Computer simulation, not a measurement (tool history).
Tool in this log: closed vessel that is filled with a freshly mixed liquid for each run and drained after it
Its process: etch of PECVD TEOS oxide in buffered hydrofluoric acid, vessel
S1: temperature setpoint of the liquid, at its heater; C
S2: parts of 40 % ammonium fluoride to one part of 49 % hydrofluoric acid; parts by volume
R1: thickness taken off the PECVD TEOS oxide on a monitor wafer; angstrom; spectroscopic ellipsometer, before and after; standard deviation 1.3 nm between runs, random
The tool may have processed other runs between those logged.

{"run": 1, "hour": 0.0, "S1": 21, "S2": 17.5, "time in the liquid (s)": 95, "R1": 1529.6}
{"run": 2, "hour": 6.9, "S1": 18.5, "S2": 17.5, "time in the liquid (s)": 95, "R1": 1328.8}
{"run": 3, "hour": 11.0, "S1": 18.5, "S2": 19.5, "time in the liquid (s)": 95, "R1": 1185.8}
{"run": 4, "hour": 13.6, "S1": 20.5, "S2": 19, "time in the liquid (s)": 95, "R1": 1363.7}
{"run": 5, "hour": 19.7, "S1": 22, "S2": 18.5, "time in the liquid (s)": 95, "R1": 1516.6}
{"run": 6, "hour": 28.4, "S1": 23, "S2": 18.5, "time in the liquid (s)": 95, "R1": 1628.5}
{"run": 7, "hour": 33.5, "S1": 24, "S2": 18.5, "time in the liquid (s)": 95, "R1": 1689.8}
{"run": 8, "hour": 41.6, "S1": 25, "S2": 18.5, "time in the liquid (s)": 95, "R1": 1789.2}
{"run": 9, "hour": 50.7, "S1": 25.5, "S2": 18.5, "time in the liquid (s)": 95, "R1": 1852.6}

Run 10 comes next. What will it give?
{"hour": 57.4, "done": "hydrofluoric acid flow meter replaced"}
{"run": 10, "hour": 57.4, "S1": 26, "S2": 18.5, "time in the liquid (s)": 95, "R1": "?"}

R1: 1720.2 angstrom

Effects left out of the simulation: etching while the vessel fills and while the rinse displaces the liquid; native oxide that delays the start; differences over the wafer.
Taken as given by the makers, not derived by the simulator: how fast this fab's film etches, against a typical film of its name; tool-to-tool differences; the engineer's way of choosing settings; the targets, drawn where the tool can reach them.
